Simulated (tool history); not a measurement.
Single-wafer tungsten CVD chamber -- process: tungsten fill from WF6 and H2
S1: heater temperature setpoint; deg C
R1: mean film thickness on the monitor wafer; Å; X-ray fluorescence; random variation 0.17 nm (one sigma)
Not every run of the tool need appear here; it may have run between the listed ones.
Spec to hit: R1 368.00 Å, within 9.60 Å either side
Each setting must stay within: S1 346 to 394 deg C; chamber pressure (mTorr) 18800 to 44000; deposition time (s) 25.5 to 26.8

{"run": 1, "hour": 0.0, "S1": 370, "chamber pressure (mTorr)": 31400, "deposition time (s)": 26.8, "R1": 441.81}
{"run": 2, "hour": 8.2, "S1": 380, "chamber pressure (mTorr)": 31400, "deposition time (s)": 26.8, "R1": 531.11}
{"run": 3, "hour": 10.4, "S1": 376, "chamber pressure (mTorr)": 31200, "deposition time (s)": 26.8, "R1": 497.06}
{"run": 4, "hour": 10.9, "S1": 373, "chamber pressure (mTorr)": 31000, "deposition time (s)": 26.8, "R1": 464.01}
{"run": 5, "hour": 12.4, "S1": 362, "chamber pressure (mTorr)": 31000, "deposition time (s)": 26.8, "R1": 378.17}
{"run": 6, "hour": 19.1, "S1": 354, "chamber pressure (mTorr)": 31000, "deposition time (s)": 26.8, "R1": 322.78}
{"run": 7, "hour": 22.8, "S1": 355, "chamber pressure (mTorr)": 31100, "deposition time (s)": 26.8, "R1": 329.49}
{"run": 8, "hour": 24.6, "S1": 356, "chamber pressure (mTorr)": 31200, "deposition time (s)": 26.8, "R1": 336.49}
{"run": 9, "hour": 32.9, "S1": 357, "chamber pressure (mTorr)": 31200, "deposition time (s)": 26.8, "R1": 345.23}
{"run": 10, "hour": 34.8, "S1": 358, "chamber pressure (mTorr)": 31200, "deposition time (s)": 26.8, "R1": 353.29}

Next run, 5 choices. One meets every target within its allowed miss, the rest don't. Which?
{"run": "A", "hour": 36.7, "S1": 357, "chamber pressure (mTorr)": 32400, "deposition time (s)": 25.5, "R1": "?"}
{"run": "B", "hour": 36.7, "S1": 356, "chamber pressure (mTorr)": 33100, "deposition time (s)": 26.8, "R1": "?"}
{"run": "C", "hour": 36.7, "S1": 359, "chamber pressure (mTorr)": 32800, "deposition time (s)": 25.5, "R1": "?"}
{"run": "D", "hour": 36.7, "S1": 364, "chamber pressure (mTorr)": 31000, "deposition time (s)": 26.3, "R1": "?"}
{"run": "E", "hour": 36.7, "S1": 364, "chamber pressure (mTorr)": 27500, "deposition time (s)": 26.8, "R1": "?"}

move=A R1=331.72
move=B R1=345.46
move=C R1=346.84
move=D R1=383.43
move=E R1=368.96
A: the biggest miss grows against the last run
B: the biggest miss grows against the last run
C: the biggest miss grows against the last run
D: takes the biggest miss from the last run beyond its target
E: every result within its allowed miss
So the answer is move E, the one that meets all the targets.
